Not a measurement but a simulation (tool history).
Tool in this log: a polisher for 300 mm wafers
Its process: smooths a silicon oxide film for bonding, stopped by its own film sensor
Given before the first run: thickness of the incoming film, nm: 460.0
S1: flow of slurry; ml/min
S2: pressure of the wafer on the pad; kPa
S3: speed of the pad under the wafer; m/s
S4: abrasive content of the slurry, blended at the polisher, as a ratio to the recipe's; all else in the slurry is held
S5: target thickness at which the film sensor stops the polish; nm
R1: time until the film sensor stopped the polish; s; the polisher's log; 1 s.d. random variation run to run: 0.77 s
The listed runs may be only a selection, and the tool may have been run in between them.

run,hour,S1,S2,S3,S4,S5,R1
1,0,245,10.3,0.74,1,440,60.863
2,2.2,245,10.3,0.74,1,440,61.684
3,7.2,245,10.3,0.74,1,440,60.865
4,10,245,11.7,0.74,1,440,53.528
5,11.4,265,11.7,0.74,1,440,53.845
6,13.1,265,11.7,0.74,0.9,440,56.503

Predict the results of run 7:
7,18.7,265,12.4,0.74,0.9,440,?

R1: 53.869 s

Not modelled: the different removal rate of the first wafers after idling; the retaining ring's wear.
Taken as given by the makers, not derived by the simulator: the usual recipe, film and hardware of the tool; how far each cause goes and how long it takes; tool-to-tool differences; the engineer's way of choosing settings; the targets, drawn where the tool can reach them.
